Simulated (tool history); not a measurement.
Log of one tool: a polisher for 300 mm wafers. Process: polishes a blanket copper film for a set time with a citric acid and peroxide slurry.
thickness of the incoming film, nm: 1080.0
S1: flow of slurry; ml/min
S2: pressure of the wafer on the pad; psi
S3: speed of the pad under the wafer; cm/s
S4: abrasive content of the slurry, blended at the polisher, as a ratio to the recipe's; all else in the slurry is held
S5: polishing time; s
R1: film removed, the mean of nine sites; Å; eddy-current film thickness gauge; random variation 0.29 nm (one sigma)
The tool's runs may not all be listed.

run	day	S1	S2	S3	S4	S5	R1
1	0	155	2.3	90	1	73	1097.7
2	0.058	150	2	84	1	73	902.1
3	0.258	150	2	68	1	73	778.63
4	0.35	150	2	68	1.1	73	800.85
5	0.529	170	2	68	1.1	73	820.75
6	0.883	160	1.8	66	1.1	73	722.38
7	1.171	150	1.6	64	1.1	73	627.36
8	1.308	140	1.5	64	1.1	73	586.64
9	1.567	130	1.4	64	1.1	73	536.6

Run 10 comes next. What will it give?
10	1.696	125	1.4	64	1.1	73	?

Run 10 gave R1 530.48 Å.
